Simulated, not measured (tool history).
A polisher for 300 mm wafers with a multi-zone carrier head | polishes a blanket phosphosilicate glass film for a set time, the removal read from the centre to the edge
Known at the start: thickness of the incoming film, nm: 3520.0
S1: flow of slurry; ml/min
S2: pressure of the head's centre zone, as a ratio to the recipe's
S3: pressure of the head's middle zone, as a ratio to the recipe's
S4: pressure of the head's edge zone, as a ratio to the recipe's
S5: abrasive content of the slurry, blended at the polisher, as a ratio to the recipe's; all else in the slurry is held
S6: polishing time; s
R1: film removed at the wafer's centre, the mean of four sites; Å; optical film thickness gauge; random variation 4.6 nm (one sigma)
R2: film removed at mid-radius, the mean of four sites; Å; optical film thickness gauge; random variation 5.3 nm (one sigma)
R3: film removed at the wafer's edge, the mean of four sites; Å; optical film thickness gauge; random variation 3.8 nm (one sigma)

run 1 hour=0.0 | S1=145 S2=1.00 S3=1.00 S4=1.00 S5=1.00 S6=71 | R1=7739.4 R2=8568.5 R3=8415.3
run 2 hour=6.1 | S1=165 S2=1.00 S3=1.00 S4=1.00 S5=1.00 S6=71 | R1=7882.9 R2=8621.9 R3=8668.6
run 3 hour=11.5 | S1=165 S2=1.00 S3=1.00 S4=0.95 S5=1.00 S6=71 | R1=7778.8 R2=8775.0 R3=8464.3
run 4 hour=13.0 | S1=160 S2=1.00 S3=0.97 S4=0.97 S5=0.90 S6=69 | R1=7358.4 R2=7931.8 R3=8003.4
run 5 hour=21.3 | S1=155 S2=1.00 S3=0.94 S4=0.98 S5=0.85 S6=66 | R1=6888.3 R2=7222.9 R3=7447.2
run 6 hour=24.4 | S1=155 S2=1.00 S3=0.87 S4=0.98 S5=0.85 S6=66 | R1=6823.4 R2=6770.7 R3=7498.2
run 7 hour=30.0 | S1=150 S2=1.00 S3=0.86 S4=1.00 S5=0.80 S6=64 | R1=6534.0 R2=6341.1 R3=7095.9
run 8 hour=36.4 | S1=145 S2=1.00 S3=0.85 S4=1.02 S5=0.75 S6=63 | R1=6381.5 R2=6003.9 R3=6990.9
run 9 hour=41.0 | S1=140 S2=1.00 S3=0.84 S4=1.02 S5=0.70 S6=62 | R1=5914.9 R2=5796.4 R3=6615.4
-- hour=42.5 centre zone pressure recalibrated
run 10 hour=42.5 | S1=140 S2=1.01 S3=0.84 S4=1.04 S5=0.65 S6=60 | R1=6413.7 R2=5507.9 R3=6307.2
run 11 hour=44.2 | S1=130 S2=1.00 S3=0.84 S4=1.05 S5=0.65 S6=59 | R1=6139.6 R2=5284.2 R3=6220.3
run 12 hour=52.3 | S1=90 S2=0.90 S3=0.81 S4=0.99 S5=0.50 S6=59 | R1=4493.2 R2=4231.3 R3=5195.0
run 13 hour=55.3 | S1=95 S2=0.90 S3=0.81 S4=1.00 S5=0.50 S6=59 | R1=4622.1 R2=4363.9 R3=5293.8
run 14 hour=58.2 | S1=95 S2=0.90 S3=0.81 S4=1.01 S5=0.50 S6=59 | R1=4595.7 R2=4350.0 R3=5327.4
run 15 hour=61.1 | S1=95 S2=0.90 S3=0.81 S4=1.02 S5=0.50 S6=59 | R1=4566.6 R2=4254.8 R3=5375.7
run 16 hour=62.8 | S1=100 S2=0.91 S3=0.81 S4=1.02 S5=0.50 S6=59 | R1=4759.5 R2=4441.0 R3=5365.7

Run 17 comes next. What will it give?
run 17 hour=68.1 | S1=100 S2=0.91 S3=0.81 S4=1.03 S5=0.50 S6=59 | R1=? R2=? R3=?

Run 17 gave R1 4718.1 Å, R2 4366.8 Å, R3 5501.8 Å.

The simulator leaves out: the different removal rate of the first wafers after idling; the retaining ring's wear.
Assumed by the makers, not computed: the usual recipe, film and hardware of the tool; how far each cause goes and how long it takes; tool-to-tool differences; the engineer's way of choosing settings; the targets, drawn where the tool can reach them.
